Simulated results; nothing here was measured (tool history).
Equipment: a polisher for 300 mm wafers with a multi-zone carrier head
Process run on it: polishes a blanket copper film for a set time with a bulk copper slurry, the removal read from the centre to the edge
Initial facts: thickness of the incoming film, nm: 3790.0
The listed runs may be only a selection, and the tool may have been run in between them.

| run | day | flow of slurry (ml/min) | pressure of the head's centre zone | pressure of the head's middle zone | pressure of the head's edge zone | abrasive content of the slurry | polishing time (s) | film removed at the wafer's centre (nm) | film removed at mid-radius (nm) | film removed at the wafer's edge (nm) |
|---|---|---|---|---|---|---|---|---|---|---|
| 1 | 0.000 | 210 | 1.00 | 1.00 | 1.00 | 1.00 | 57 | 744.34 | 720.47 | 734.92 |
| 2 | 0.362 | 210 | 1.00 | 1.00 | 1.00 | 1.00 | 44 | 582.37 | 547.71 | 590.98 |
| 3 | 0.588 | 215 | 1.02 | 0.99 | 1.01 | 1.00 | 44 | 569.54 | 549.87 | 567.31 |
| 4 | 0.775 | 195 | 1.02 | 0.96 | 0.98 | 1.10 | 45 | 615.42 | 555.42 | 597.17 |
| 5 | 1.000 | 190 | 1.02 | 0.94 | 0.98 | 1.15 | 45 | 620.83 | 554.35 | 600.14 |
| 6 | 1.229 | 190 | 1.02 | 0.94 | 0.90 | 1.15 | 45 | 598.95 | 550.10 | 586.70 |
| 7 | 1.304 | 190 | 1.02 | 0.92 | 0.92 | 1.20 | 45 | 607.46 | 556.84 | 581.42 |
| 8 | 1.512 | 175 | 1.02 | 0.92 | 0.95 | 1.20 | 45 | 605.89 | 549.85 | 591.64 |

Run 9 has not been measured yet. What should we expect?
| 9 | 1.750 | 170 | 1.03 | 0.90 | 0.98 | 1.20 | 45 | ? | ? | ? |

{"run 9": {"film removed at the wafer's centre (nm)": 611.32, "film removed at mid-radius (nm)": 546.8, "film removed at the wafer's edge (nm)": 598.98}}
